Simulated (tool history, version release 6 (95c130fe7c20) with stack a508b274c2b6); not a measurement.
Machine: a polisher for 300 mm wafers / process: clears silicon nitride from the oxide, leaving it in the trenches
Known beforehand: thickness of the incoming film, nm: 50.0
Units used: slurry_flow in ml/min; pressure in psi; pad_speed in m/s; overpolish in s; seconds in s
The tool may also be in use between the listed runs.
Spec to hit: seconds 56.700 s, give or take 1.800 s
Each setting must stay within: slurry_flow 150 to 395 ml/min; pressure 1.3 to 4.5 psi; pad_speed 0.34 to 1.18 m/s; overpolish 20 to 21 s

Run 1, hour 0.0: slurry_flow 250 ml/min, pressure 2.9 psi, pad_speed 0.76 m/s, overpolish 20 s. Result: seconds 85.009 s.
Run 2, hour 5.4: slurry_flow 255 ml/min, pressure 3.3 psi, pad_speed 0.76 m/s, overpolish 20 s. Result: seconds 77.136 s.
Run 3, hour 12.3: slurry_flow 255 ml/min, pressure 3.3 psi, pad_speed 0.76 m/s, overpolish 20 s. Result: seconds 74.367 s.
Run 4, hour 17.7: slurry_flow 315 ml/min, pressure 3.3 psi, pad_speed 0.76 m/s, overpolish 20 s. Result: seconds 74.337 s.
Run 5, hour 26.0: slurry_flow 315 ml/min, pressure 3.3 psi, pad_speed 0.94 m/s, overpolish 20 s. Result: seconds 61.730 s.
Run 6, hour 31.1: slurry_flow 315 ml/min, pressure 3.4 psi, pad_speed 0.94 m/s, overpolish 20 s. Result: seconds 61.733 s.
Run 7, hour 35.5: slurry_flow 315 ml/min, pressure 3.5 psi, pad_speed 0.94 m/s, overpolish 20 s. Result: seconds 59.003 s.
Run 8, hour 44.2: slurry_flow 315 ml/min, pressure 3.5 psi, pad_speed 0.94 m/s, overpolish 20 s. Result: seconds 59.694 s.

Which of these 4 next moves meets every target?
Run A, hour 52.9: slurry_flow 270 ml/min, pressure 3.3 psi, pad_speed 1.08 m/s, overpolish 21 s. Result: seconds ?.
Run B, hour 52.9: slurry_flow 300 ml/min, pressure 3.4 psi, pad_speed 0.96 m/s, overpolish 20 s. Result: seconds ?.
Run C, hour 52.9: slurry_flow 335 ml/min, pressure 3.1 psi, pad_speed 1.00 m/s, overpolish 20 s. Result: seconds ?.
Run D, hour 52.9: slurry_flow 265 ml/min, pressure 3.3 psi, pad_speed 0.92 m/s, overpolish 20 s. Result: seconds ?.

move  seconds
   A   56.184
   B   59.503
   C   62.504
   D   63.978
A: meets every target
B: closes in on the targets versus the last run, not all within tolerance yet
C: lands further from the targets than the last run did
D: lands further from the targets than the last run did
Correct choice: A, which meets every target

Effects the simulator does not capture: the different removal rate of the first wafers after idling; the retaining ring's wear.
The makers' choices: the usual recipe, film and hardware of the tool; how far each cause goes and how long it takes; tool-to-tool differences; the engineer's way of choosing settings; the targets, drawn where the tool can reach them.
